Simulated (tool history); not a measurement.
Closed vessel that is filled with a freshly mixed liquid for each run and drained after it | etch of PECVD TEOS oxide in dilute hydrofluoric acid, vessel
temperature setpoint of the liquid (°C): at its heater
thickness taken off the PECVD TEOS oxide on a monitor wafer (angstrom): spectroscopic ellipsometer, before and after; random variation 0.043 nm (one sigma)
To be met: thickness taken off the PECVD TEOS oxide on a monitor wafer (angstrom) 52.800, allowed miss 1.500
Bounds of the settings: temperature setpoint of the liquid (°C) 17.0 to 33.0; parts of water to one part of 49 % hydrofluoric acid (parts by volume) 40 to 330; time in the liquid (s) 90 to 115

run	hour	temperature setpoint of the liquid (°C)	parts of water to one part of 49 % hydrofluoric acid (parts by volume)	time in the liquid (s)	thickness taken off the PECVD TEOS oxide on a monitor wafer (angstrom)
1	0.0	25.0	185	115	79.882
2	5.6	25.0	215	115	66.166
3	12.3	25.0	215	115	65.799
4	20.8	27.0	215	115	71.121
5	29.1	24.5	215	115	65.175
6	34.0	23.5	215	115	62.773
7	34.8	23.0	215	115	62.182
8	41.6	22.5	215	115	59.731

4 next moves are on the table. One of them brings every result within its allowed miss. Which?
A	48.4	23.5	230	115	?
B	48.4	20.0	190	115	?
C	48.4	21.5	225	110	?
D	48.4	22.0	235	105	?

move	thickness taken off the PECVD TEOS oxide on a monitor wafer (angstrom)
A	58.408
B	64.532
C	53.311
D	49.148
A: nearer than the last run, and not there yet
B: further off than the last run
C: meets every target
D: takes the result that was furthest off past its target
Answer: C

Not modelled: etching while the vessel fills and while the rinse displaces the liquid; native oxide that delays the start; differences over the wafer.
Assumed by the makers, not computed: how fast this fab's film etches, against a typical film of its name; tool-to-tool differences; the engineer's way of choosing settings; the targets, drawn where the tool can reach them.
